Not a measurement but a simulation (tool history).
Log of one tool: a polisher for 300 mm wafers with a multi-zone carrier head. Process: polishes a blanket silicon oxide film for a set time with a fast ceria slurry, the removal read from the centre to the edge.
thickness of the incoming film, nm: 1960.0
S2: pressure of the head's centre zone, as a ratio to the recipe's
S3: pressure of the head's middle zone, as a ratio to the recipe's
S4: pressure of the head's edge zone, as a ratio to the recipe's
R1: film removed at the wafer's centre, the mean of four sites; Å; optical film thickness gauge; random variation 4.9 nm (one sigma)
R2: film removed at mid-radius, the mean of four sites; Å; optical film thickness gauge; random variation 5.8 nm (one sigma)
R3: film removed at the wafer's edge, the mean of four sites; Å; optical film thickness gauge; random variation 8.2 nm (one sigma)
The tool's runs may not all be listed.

Run 1, hour 0: flow of slurry (ml/min) 200, S2 1, S3 1, S4 1, polishing time (s) 47. Result: R1 8011.6 Å, R2 7857.8 Å, R3 8232.8 Å.
Run 2, hour 4.6: flow of slurry (ml/min) 200, S2 1, S3 1.05, S4 1, polishing time (s) 47. Result: R1 7925.7 Å, R2 8219.6 Å, R3 8143.4 Å.
Run 3, hour 12.7: flow of slurry (ml/min) 200, S2 1.08, S3 1.05, S4 1, polishing time (s) 47. Result: R1 8600.7 Å, R2 8010.9 Å, R3 8145.5 Å.
Run 4, hour 16.4: flow of slurry (ml/min) 190, S2 1.03, S3 1.03, S4 0.97, polishing time (s) 45. Result: R1 7665.1 Å, R2 7636.3 Å, R3 7627.2 Å.
Run 5, hour 17.2: flow of slurry (ml/min) 180, S2 1, S3 1, S4 0.94, polishing time (s) 44. Result: R1 7402.5 Å, R2 7182.3 Å, R3 7292.8 Å.
Run 6, hour 23.4: flow of slurry (ml/min) 170, S2 0.96, S3 0.99, S4 0.92, polishing time (s) 43. Result: R1 6772.7 Å, R2 7066.7 Å, R3 6991.1 Å.
Run 7, hour 29: flow of slurry (ml/min) 160, S2 0.94, S3 0.97, S4 0.91, polishing time (s) 42. Result: R1 6379.2 Å, R2 6612.1 Å, R3 6918.2 Å.
Run 8, hour 34.1: flow of slurry (ml/min) 155, S2 0.93, S3 0.97, S4 0.89, polishing time (s) 42. Result: R1 6258.3 Å, R2 6452.1 Å, R3 6721 Å.

The next listed run, before its measurement:
Run 9, hour 40.1: flow of slurry (ml/min) 150, S2 0.92, S3 0.98, S4 0.88, polishing time (s) 42. Result: R1 ?, R2 ?, R3 ?.

Run 9 gave R1 6098.9 Å, R2 6604.7 Å, R3 6373.3 Å.
